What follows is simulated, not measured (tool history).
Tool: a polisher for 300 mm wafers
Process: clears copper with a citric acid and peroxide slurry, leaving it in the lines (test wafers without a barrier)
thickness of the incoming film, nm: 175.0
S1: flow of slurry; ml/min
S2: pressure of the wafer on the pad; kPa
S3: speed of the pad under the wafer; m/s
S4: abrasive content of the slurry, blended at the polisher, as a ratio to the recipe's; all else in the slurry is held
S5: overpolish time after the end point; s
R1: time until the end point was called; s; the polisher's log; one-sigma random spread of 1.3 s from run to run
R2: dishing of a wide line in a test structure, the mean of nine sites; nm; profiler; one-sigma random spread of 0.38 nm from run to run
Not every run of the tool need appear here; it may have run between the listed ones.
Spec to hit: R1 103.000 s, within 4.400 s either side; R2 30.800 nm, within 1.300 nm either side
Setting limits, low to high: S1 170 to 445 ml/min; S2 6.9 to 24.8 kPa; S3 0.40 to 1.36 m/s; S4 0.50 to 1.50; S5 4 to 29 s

run,hour,S1,S2,S3,S4,S5,R1,R2
1,0.0,285,15.9,0.88,1.00,15,106.610,18.475
2,3.6,320,15.9,0.88,1.00,15,104.920,18.242
3,9.7,250,15.9,0.88,1.00,15,107.160,17.760
4,13.5,180,15.9,0.88,1.00,15,112.460,17.077
5,18.7,180,12.4,0.88,1.00,15,145.620,13.757
6,23.3,180,12.4,0.88,0.80,15,148.400,12.901
7,29.2,180,12.4,0.88,0.80,15,151.370,13.224
8,32.9,180,13.8,0.88,0.80,17,138.220,16.536
9,36.9,180,14.5,0.88,0.80,18,131.760,17.755
10,41.1,180,15.2,0.88,0.80,19,122.980,19.641

5 next moves are on the table. One of them brings every result within its allowed miss. Which?
A,45.3,175,15.2,1.22,0.75,24,?,?
B,45.3,200,13.8,1.06,0.85,29,?,?
C,45.3,175,14.5,1.10,0.90,27,?,?
D,45.3,185,17.9,0.96,0.90,21,?,?
E,45.3,180,15.2,0.94,0.80,26,?,?

move,R1,R2
A,91.139,31.488
B,108.840,31.588
C,101.190,31.738
D,92.927,27.927
E,115.060,27.656
A: brings the result that was furthest off to its target, and leaves another outside
B: brings the result that was furthest off to its target, and leaves another outside
C: all results land within tolerance of their targets
D: better than the last run, though not everything is in spec
E: better than the last run, though not everything is in spec
Correct choice: C, which meets every target
